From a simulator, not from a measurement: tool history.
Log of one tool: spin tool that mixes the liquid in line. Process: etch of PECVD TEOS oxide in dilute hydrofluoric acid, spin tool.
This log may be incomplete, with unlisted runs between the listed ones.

run  hour  temperature setpoint of the liquid (K)  parts of water to one part of 49 % hydrofluoric acid (parts by volume)  time under the liquid (s)  thickness taken off the PECVD TEOS oxide on a monitor wafer (nm)
  1   0.0                                  299.15                                                                     160                        320                                                            24.658
  2   2.8                                  299.15                                                                     160                        340                                                            26.166
  3   8.4                                  296.65                                                                     160                        340                                                            23.600
  4  10.8                                  296.65                                                                     205                        340                                                            17.731
  5  17.2                                  298.15                                                                     195                        340                                                            19.878
  6  23.8                                  295.65                                                                     195                        340                                                            18.264
  7  25.0                                  297.15                                                                     185                        340                                                            20.562
  8  25.6                                  298.65                                                                     175                        340                                                            22.966
  9  31.8                                  299.65                                                                     165                        340                                                            25.701
 10  38.2                                  300.65                                                                     155                        340                                                            28.710
 11  43.8                                  301.65                                                                     150                        340                                                            30.967

For run 12, what comes out?
 12  50.0                                  302.15                                                                     145                        340                                                                 ?

thickness taken off the PECVD TEOS oxide on a monitor wafer (nm): 32.582
